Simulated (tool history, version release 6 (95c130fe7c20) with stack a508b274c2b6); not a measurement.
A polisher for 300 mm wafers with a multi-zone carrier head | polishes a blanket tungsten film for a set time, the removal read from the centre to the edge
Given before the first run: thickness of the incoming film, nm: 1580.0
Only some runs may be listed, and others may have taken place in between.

run,hour,flow of slurry (ml/min),pressure of the head's centre zone,pressure of the head's middle zone,pressure of the head's edge zone,abrasive content of the slurry,polishing time (s),film removed at the wafer's centre (Å),film removed at mid-radius (Å),film removed at the wafer's edge (Å)
1,0.0,215,1.00,1.00,1.00,1.00,35,1798.4,1862.1,1854.4
2,2.9,215,1.00,1.00,1.00,1.00,32,1667.7,1696.1,1696.4
3,11.1,215,1.00,1.00,1.00,1.00,26,1309.0,1362.2,1429.0
4,19.7,215,1.00,1.05,1.00,1.00,26,1331.1,1415.0,1388.1
5,22.8,215,1.00,1.05,1.00,1.00,33,1668.8,1809.0,1772.0
6,26.3,220,1.03,1.03,1.05,1.15,33,1845.2,1843.8,1872.8
7,33.4,225,1.04,1.02,1.08,1.25,33,1861.9,1873.6,1957.0
8,35.4,225,1.04,1.02,1.08,1.25,33,1888.2,1889.2,1946.1

Expected results for the next run?
9,40.3,230,1.06,1.01,1.11,1.30,33,?,?,?

film removed at the wafer's centre (Å): 1907.8
film removed at mid-radius (Å): 1890.1
film removed at the wafer's edge (Å): 1994.3

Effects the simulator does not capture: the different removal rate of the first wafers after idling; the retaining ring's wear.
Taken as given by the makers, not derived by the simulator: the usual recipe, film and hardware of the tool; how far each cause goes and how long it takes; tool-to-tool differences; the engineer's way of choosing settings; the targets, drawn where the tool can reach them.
